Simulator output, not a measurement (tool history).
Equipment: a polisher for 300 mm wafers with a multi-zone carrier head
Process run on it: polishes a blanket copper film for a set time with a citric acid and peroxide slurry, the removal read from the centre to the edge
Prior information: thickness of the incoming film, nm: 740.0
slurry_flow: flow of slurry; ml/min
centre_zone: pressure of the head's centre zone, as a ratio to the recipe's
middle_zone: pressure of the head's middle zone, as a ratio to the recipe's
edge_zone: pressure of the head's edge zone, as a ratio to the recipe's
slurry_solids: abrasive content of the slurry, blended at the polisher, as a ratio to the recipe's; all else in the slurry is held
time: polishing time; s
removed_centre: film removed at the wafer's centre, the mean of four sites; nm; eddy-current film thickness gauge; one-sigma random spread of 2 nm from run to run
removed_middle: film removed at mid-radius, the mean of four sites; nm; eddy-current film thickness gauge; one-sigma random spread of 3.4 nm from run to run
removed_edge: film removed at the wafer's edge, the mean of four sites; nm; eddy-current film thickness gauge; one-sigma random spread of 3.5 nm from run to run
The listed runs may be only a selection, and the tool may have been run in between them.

run	day	slurry_flow	centre_zone	middle_zone	edge_zone	slurry_solids	time	removed_centre	removed_middle	removed_edge
1	0.000	300	1.00	1.00	1.00	1.00	74	220.69	221.12	221.41
2	0.300	275	1.00	1.00	1.00	1.00	74	218.62	217.60	218.80
3	0.404	295	1.03	0.98	1.05	1.15	76	238.14	220.34	235.27
4	0.696	295	1.07	0.98	1.05	1.15	76	245.11	218.64	234.89
5	0.992	305	1.08	0.98	1.08	1.25	79	260.49	231.24	251.81
6	1.188	270	1.08	0.98	1.08	1.25	79	260.96	227.33	254.95
7	1.292	260	1.10	0.99	1.10	1.30	81	270.97	238.12	263.93
8	1.429	255	1.12	0.99	1.12	1.35	83	284.94	249.13	266.66

For run 9, what comes out?
9	1.450	340	1.09	0.89	1.18	1.50	89	?	?	?

Run 9 came out at removed_centre 304.66 nm, removed_middle 250.30 nm, removed_edge 312.27 nm.
